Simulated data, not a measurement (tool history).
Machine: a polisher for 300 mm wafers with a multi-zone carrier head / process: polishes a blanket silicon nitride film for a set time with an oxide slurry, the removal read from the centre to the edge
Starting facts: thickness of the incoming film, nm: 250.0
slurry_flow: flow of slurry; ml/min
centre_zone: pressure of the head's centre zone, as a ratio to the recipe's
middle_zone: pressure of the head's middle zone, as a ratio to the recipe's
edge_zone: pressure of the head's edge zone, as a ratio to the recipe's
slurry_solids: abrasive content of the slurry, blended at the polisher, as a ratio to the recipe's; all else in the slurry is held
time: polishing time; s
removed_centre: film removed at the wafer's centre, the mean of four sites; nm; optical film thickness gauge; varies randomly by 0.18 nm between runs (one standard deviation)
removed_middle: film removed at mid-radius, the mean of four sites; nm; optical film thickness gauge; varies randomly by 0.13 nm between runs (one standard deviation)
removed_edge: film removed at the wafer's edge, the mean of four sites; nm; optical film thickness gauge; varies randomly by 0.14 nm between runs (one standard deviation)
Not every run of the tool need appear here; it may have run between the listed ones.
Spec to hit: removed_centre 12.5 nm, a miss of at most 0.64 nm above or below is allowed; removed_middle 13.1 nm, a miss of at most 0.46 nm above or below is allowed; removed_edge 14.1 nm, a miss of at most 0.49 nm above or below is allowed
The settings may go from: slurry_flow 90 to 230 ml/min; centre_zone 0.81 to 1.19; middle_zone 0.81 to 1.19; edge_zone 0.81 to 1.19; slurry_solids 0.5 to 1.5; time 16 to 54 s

Run 1, hour 0: slurry_flow 150 ml/min, centre_zone 1, middle_zone 1, edge_zone 1, slurry_solids 1, time 35 s. Result: removed_centre 11.734 nm, removed_middle 12.079 nm, removed_edge 11.761 nm.
Run 2, hour 1.3: slurry_flow 150 ml/min, centre_zone 1, middle_zone 1, edge_zone 1.06, slurry_solids 1, time 35 s. Result: removed_centre 11.842 nm, removed_middle 12.105 nm, removed_edge 11.834 nm.
Run 3, hour 7.2: slurry_flow 150 ml/min, centre_zone 1, middle_zone 0.94, edge_zone 1.06, slurry_solids 1, time 35 s. Result: removed_centre 11.872 nm, removed_middle 11.409 nm, removed_edge 12.063 nm.
Run 4, hour 13.3: slurry_flow 150 ml/min, centre_zone 1, middle_zone 0.94, edge_zone 1.06, slurry_solids 1.2, time 35 s. Result: removed_centre 13.21 nm, removed_middle 12.827 nm, removed_edge 13.412 nm.
Run 5, hour 14.5: slurry_flow 150 ml/min, centre_zone 1, middle_zone 0.94, edge_zone 1.06, slurry_solids 1.05, time 35 s. Result: removed_centre 12.282 nm, removed_middle 12.093 nm, removed_edge 12.277 nm.
Run 6, hour 18.9: slurry_flow 150 ml/min, centre_zone 1.07, middle_zone 0.94, edge_zone 1.06, slurry_solids 1.05, time 35 s. Result: removed_centre 12.55 nm, removed_middle 12.06 nm, removed_edge 12.543 nm.
Run 7, hour 27.3: slurry_flow 135 ml/min, centre_zone 1.02, middle_zone 0.95, edge_zone 1.1, slurry_solids 1.15, time 35 s. Result: removed_centre 12.9 nm, removed_middle 12.564 nm, removed_edge 13.162 nm.
Run 8, hour 35: slurry_flow 125 ml/min, centre_zone 0.97, middle_zone 0.95, edge_zone 1.13, slurry_solids 1.2, time 35 s. Result: removed_centre 12.592 nm, removed_middle 12.781 nm, removed_edge 13.703 nm.
Run 9, hour 43.8: slurry_flow 125 ml/min, centre_zone 0.97, middle_zone 0.95, edge_zone 1.13, slurry_solids 1.2, time 35 s. Result: removed_centre 12.425 nm, removed_middle 12.449 nm, removed_edge 13.543 nm.

Exercise: of the 5 proposed moves below, exactly one satisfies all targets within the stated allowed misses. Which move is it?
Run A, hour 52.6: slurry_flow 90 ml/min, centre_zone 0.9, middle_zone 0.89, edge_zone 1.18, slurry_solids 1.3, time 36 s. Result: removed_centre ?, removed_middle ?, removed_edge ?.
Run B, hour 52.6: slurry_flow 110 ml/min, centre_zone 1, middle_zone 1.02, edge_zone 1.08, slurry_solids 1.25, time 33 s. Result: removed_centre ?, removed_middle ?, removed_edge ?.
Run C, hour 52.6: slurry_flow 90 ml/min, centre_zone 0.95, middle_zone 1, edge_zone 1.17, slurry_solids 1.25, time 36 s. Result: removed_centre ?, removed_middle ?, removed_edge ?.
Run D, hour 52.6: slurry_flow 110 ml/min, centre_zone 0.94, middle_zone 0.91, edge_zone 1.15, slurry_solids 1.15, time 37 s. Result: removed_centre ?, removed_middle ?, removed_edge ?.
Run E, hour 52.6: slurry_flow 145 ml/min, centre_zone 0.99, middle_zone 1.02, edge_zone 1.08, slurry_solids 1.4, time 32 s. Result: removed_centre ?, removed_middle ?, removed_edge ?.

move  removed_centre  removed_middle  removed_edge
   A           12.27          11.931         14.68
   B          12.459          12.379        12.847
   C          12.587          12.893        14.308
   D          12.674          12.057        14.236
   E           13.22          13.176        13.519
A: the biggest miss grows against the last run
B: the biggest miss grows against the last run
C: all results land within tolerance of their targets
D: the biggest miss grows against the last run
E: the furthest-off result lands on target, but another misses its tolerance
Go with C: it meets all targets.
